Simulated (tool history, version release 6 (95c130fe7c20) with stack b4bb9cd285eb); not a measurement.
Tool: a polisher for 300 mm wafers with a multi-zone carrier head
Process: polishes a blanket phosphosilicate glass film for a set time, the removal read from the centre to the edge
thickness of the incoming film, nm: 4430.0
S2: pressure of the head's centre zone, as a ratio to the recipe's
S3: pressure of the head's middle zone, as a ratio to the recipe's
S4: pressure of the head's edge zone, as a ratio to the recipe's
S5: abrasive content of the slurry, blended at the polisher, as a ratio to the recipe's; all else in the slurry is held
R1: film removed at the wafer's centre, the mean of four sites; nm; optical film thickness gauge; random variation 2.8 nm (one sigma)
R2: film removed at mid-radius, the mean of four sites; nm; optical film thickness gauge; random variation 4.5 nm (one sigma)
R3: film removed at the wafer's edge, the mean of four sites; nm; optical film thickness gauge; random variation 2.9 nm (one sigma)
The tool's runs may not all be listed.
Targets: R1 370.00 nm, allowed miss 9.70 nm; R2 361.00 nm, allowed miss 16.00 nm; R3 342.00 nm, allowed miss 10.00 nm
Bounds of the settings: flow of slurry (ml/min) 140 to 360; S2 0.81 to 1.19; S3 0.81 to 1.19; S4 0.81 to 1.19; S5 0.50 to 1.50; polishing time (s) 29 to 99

run 1 hour=0.0 | flow_of_slurry_(ml/min)=230 S2=1.00 S3=1.00 S4=1.00 S5=1.00 polishing_time_(s)=64 | R1=483.22 R2=521.23 R3=513.86
run 2 hour=2.2 | flow_of_slurry_(ml/min)=230 S2=0.93 S3=1.00 S4=1.00 S5=1.00 polishing_time_(s)=64 | R1=448.48 R2=516.40 R3=509.98
run 3 hour=10.7 | flow_of_slurry_(ml/min)=230 S2=0.93 S3=1.04 S4=1.00 S5=1.00 polishing_time_(s)=64 | R1=448.78 R2=539.80 R3=520.05
run 4 hour=13.0 | flow_of_slurry_(ml/min)=235 S2=0.95 S3=1.01 S4=0.96 S5=0.90 polishing_time_(s)=63 | R1=443.36 R2=490.20 R3=484.51
run 5 hour=13.9 | flow_of_slurry_(ml/min)=235 S2=0.95 S3=1.01 S4=0.96 S5=0.75 polishing_time_(s)=63 | R1=412.75 R2=464.21 R3=457.31
run 6 hour=15.0 | flow_of_slurry_(ml/min)=235 S2=0.95 S3=1.01 S4=0.96 S5=0.75 polishing_time_(s)=73 | R1=483.22 R2=529.52 R3=533.08
run 7 hour=20.8 | flow_of_slurry_(ml/min)=240 S2=0.97 S3=1.01 S4=0.93 S5=0.70 polishing_time_(s)=69 | R1=449.99 R2=500.78 R3=487.16
run 8 hour=27.9 | flow_of_slurry_(ml/min)=240 S2=1.00 S3=1.00 S4=0.91 S5=0.65 polishing_time_(s)=66 | R1=436.77 R2=466.16 R3=457.85
run 9 hour=33.5 | flow_of_slurry_(ml/min)=245 S2=1.02 S3=1.00 S4=0.89 S5=0.60 polishing_time_(s)=63 | R1=418.08 R2=437.38 R3=416.70
run 10 hour=37.4 | flow_of_slurry_(ml/min)=245 S2=1.03 S3=0.99 S4=0.88 S5=0.60 polishing_time_(s)=61 | R1=412.86 R2=430.30 R3=395.88
run 11 hour=38.8 | flow_of_slurry_(ml/min)=240 S2=1.03 S3=0.97 S4=0.87 S5=0.60 polishing_time_(s)=60 | R1=404.02 R2=403.21 R3=392.03
run 12 hour=43.9 | flow_of_slurry_(ml/min)=235 S2=1.03 S3=0.97 S4=0.86 S5=0.60 polishing_time_(s)=59 | R1=392.77 R2=397.98 R3=391.59
run 13 hour=47.8 | flow_of_slurry_(ml/min)=240 S2=1.04 S3=0.97 S4=0.86 S5=0.60 polishing_time_(s)=58 | R1=397.35 R2=394.20 R3=379.15
run 14 hour=49.3 | flow_of_slurry_(ml/min)=240 S2=1.04 S3=0.97 S4=0.86 S5=0.60 polishing_time_(s)=58 | R1=392.72 R2=388.66 R3=381.10
run 15 hour=52.2 | flow_of_slurry_(ml/min)=240 S2=1.05 S3=0.97 S4=0.85 S5=0.60 polishing_time_(s)=57 | R1=386.37 R2=390.32 R3=372.15
run 16 hour=59.0 | flow_of_slurry_(ml/min)=240 S2=1.06 S3=0.97 S4=0.84 S5=0.60 polishing_time_(s)=57 | R1=395.79 R2=385.21 R3=365.45
run 17 hour=63.0 | flow_of_slurry_(ml/min)=235 S2=1.06 S3=0.97 S4=0.83 S5=0.60 polishing_time_(s)=57 | R1=389.09 R2=388.42 R3=361.74
-- hour=67.0 centre zone pressure recalibrated
run 18 hour=67.0 | flow_of_slurry_(ml/min)=225 S2=1.06 S3=0.97 S4=0.83 S5=0.60 polishing_time_(s)=57 | R1=418.33 R2=384.16 R3=360.58
run 19 hour=75.9 | flow_of_slurry_(ml/min)=230 S2=1.06 S3=0.97 S4=0.83 S5=0.60 polishing_time_(s)=57 | R1=422.43 R2=385.74 R3=362.46
run 20 hour=79.6 | flow_of_slurry_(ml/min)=235 S2=1.06 S3=0.97 S4=0.83 S5=0.60 polishing_time_(s)=57 | R1=428.52 R2=381.97 R3=364.44
run 21 hour=81.9 | flow_of_slurry_(ml/min)=235 S2=1.06 S3=0.97 S4=0.83 S5=0.60 polishing_time_(s)=57 | R1=422.23 R2=380.20 R3=365.20

Which of these 5 next moves meets every target?
run A hour=84.2 | flow_of_slurry_(ml/min)=240 S2=1.00 S3=1.12 S4=0.90 S5=0.50 polishing_time_(s)=55 | R1=? R2=? R3=?
run B hour=84.2 | flow_of_slurry_(ml/min)=270 S2=1.06 S3=1.14 S4=0.95 S5=0.50 polishing_time_(s)=54 | R1=? R2=? R3=?
run C hour=84.2 | flow_of_slurry_(ml/min)=255 S2=1.05 S3=1.03 S4=0.94 S5=0.55 polishing_time_(s)=51 | R1=? R2=? R3=?
run D hour=84.2 | flow_of_slurry_(ml/min)=210 S2=1.05 S3=0.89 S4=0.83 S5=0.65 polishing_time_(s)=50 | R1=? R2=? R3=?
run E hour=84.2 | flow_of_slurry_(ml/min)=220 S2=1.02 S3=0.94 S4=0.81 S5=0.55 polishing_time_(s)=53 | R1=? R2=? R3=?

move=A R1=369.91 R2=393.87 R3=349.78
move=B R1=390.98 R2=398.27 R3=355.97
move=C R1=372.61 R2=351.85 R3=342.31
move=D R1=371.72 R2=311.81 R3=326.75
move=E R1=367.86 R2=331.99 R3=328.03
A: brings the result that was furthest off to its target, and leaves another outside
B: nearer than the last run, and not there yet
C: meets every target
D: brings the result that was furthest off to its target, and leaves another outside
E: brings the result that was furthest off to its target, and leaves another outside
Answer: C
